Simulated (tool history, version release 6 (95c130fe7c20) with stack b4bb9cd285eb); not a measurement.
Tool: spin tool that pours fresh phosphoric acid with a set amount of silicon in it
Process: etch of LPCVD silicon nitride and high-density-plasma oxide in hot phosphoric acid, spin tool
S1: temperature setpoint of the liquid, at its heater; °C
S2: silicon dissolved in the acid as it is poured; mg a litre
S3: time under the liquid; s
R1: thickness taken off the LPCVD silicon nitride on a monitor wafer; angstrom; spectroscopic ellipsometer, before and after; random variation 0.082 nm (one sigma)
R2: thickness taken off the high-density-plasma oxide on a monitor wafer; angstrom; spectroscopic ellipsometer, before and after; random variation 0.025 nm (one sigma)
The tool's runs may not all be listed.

{"run": 1, "hour": 0.0, "S1": 163.0, "S2": 9.0, "S3": 180, "R1": 189.73, "R2": 9.561}
{"run": 2, "hour": 1.6, "S1": 163.0, "S2": 7.5, "S3": 170, "R1": 180.0, "R2": 8.6503}
{"run": 3, "hour": 9.9, "S1": 163.0, "S2": 5.5, "S3": 170, "R1": 182.24, "R2": 8.949}
{"run": 4, "hour": 18.1, "S1": 163.0, "S2": 7.5, "S3": 170, "R1": 181.55, "R2": 8.8453}
{"run": 5, "hour": 19.4, "S1": 163.0, "S2": 7.5, "S3": 95, "R1": 100.78, "R2": 4.8197}
{"run": 6, "hour": 20.9, "S1": 163.5, "S2": 7.0, "S3": 95, "R1": 102.23, "R2": 4.8148}

The next listed run, before its measurement:
{"run": 7, "hour": 25.6, "S1": 164.0, "S2": 6.0, "S3": 95, "R1": "?", "R2": "?"}

R1: 103.61 angstrom
R2: 5.2925 angstrom

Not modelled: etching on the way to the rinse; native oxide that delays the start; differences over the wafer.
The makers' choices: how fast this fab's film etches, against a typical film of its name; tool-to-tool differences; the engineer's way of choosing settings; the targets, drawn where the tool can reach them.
